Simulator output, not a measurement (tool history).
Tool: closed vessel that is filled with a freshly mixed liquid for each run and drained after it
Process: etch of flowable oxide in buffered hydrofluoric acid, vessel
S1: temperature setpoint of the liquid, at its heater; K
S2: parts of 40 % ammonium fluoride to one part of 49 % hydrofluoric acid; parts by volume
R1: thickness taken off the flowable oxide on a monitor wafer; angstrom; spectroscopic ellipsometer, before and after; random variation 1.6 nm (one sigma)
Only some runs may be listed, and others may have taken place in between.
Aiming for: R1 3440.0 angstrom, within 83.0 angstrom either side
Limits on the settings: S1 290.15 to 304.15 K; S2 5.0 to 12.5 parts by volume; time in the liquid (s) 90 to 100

run 1 day=0.000 | S1=296.15 S2=7.5 time_in_the_liquid_(s)=90 | R1=4563.2
run 2 day=0.342 | S1=297.65 S2=7.5 time_in_the_liquid_(s)=90 | R1=4985.6
run 3 day=0.500 | S1=295.65 S2=7.5 time_in_the_liquid_(s)=90 | R1=4471.7
run 4 day=0.842 | S1=294.15 S2=7.5 time_in_the_liquid_(s)=90 | R1=4084.3
run 5 day=0.938 | S1=293.15 S2=7.5 time_in_the_liquid_(s)=90 | R1=3900.2
run 6 day=1.179 | S1=292.65 S2=7.5 time_in_the_liquid_(s)=90 | R1=3769.2
run 7 day=1.483 | S1=292.15 S2=7.5 time_in_the_liquid_(s)=90 | R1=3665.6
run 8 day=1.812 | S1=291.65 S2=7.5 time_in_the_liquid_(s)=90 | R1=3558.5

Pick the move, out of 4, that brings all results within their allowed miss; only one does.
run A day=2.142 | S1=290.15 S2=7.5 time_in_the_liquid_(s)=95 | R1=?
run B day=2.142 | S1=290.15 S2=7.5 time_in_the_liquid_(s)=90 | R1=?
run C day=2.142 | S1=291.15 S2=7.0 time_in_the_liquid_(s)=90 | R1=?
run D day=2.142 | S1=292.15 S2=7.5 time_in_the_liquid_(s)=95 | R1=?

move=A R1=3459.4
move=B R1=3277.3
move=C R1=3737.6
move=D R1=3874.7
A: hits every target within its allowed miss
B: takes the result that was furthest off past its target
C: the biggest miss grows against the last run
D: the biggest miss grows against the last run
Move A is the one to make.
